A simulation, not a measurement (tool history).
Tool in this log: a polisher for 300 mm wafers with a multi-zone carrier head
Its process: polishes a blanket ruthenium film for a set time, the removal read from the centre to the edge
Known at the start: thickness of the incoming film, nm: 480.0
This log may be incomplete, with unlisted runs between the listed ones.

run  hour  flow of slurry (ml/min)  pressure of the head's centre zone  pressure of the head's middle zone  pressure of the head's edge zone  polishing time (s)  film removed at the wafer's centre (Å)  film removed at mid-radius (Å)  film removed at the wafer's edge (Å)
  1     0                      225                                   1                                   1                                 1                  72                                  668.51                          642.68                                628.88
  2   3.5                      225                                   1                                   1                                 1                  84                                  775.78                           761.9                                728.38
  3   9.9                      225                                0.95                                   1                                 1                  84                                  745.84                          745.62                                740.04
  4  17.2                      220                                0.95                                1.01                              0.96                  75                                  657.55                          674.68                                659.73
  5  18.7                      175                                0.95                                1.01                              0.96                  75                                  639.73                          656.79                                635.38
     22.7  -- edge zone pressure recalibrated
  6  22.7                      165                                0.96                                1.02                              0.94                  68                                   567.9                          582.78                                587.57
  7  27.4                      195                                0.99                                1.05                              0.92                  61                                  544.27                          564.77                                539.36
  8  30.5                      205                                1.01                                1.05                              0.91                  56                                  518.48                          512.84                                 482.3
  9  33.6                      210                                   1                                1.05                              0.89                  54                                  495.75                          504.72                                471.06
 10  40.6                      220                                   1                                1.04                              0.87                  53                                  488.79                          483.62                                451.92

What does the tool deliver on the next run?
 11  46.9                      225                                0.99                                1.04                              0.86                  52                                       ?                               ?                                     ?

Run 11 produced film removed at the wafer's centre (Å) 480.19, film removed at mid-radius (Å) 487.25, film removed at the wafer's edge (Å) 446.6.

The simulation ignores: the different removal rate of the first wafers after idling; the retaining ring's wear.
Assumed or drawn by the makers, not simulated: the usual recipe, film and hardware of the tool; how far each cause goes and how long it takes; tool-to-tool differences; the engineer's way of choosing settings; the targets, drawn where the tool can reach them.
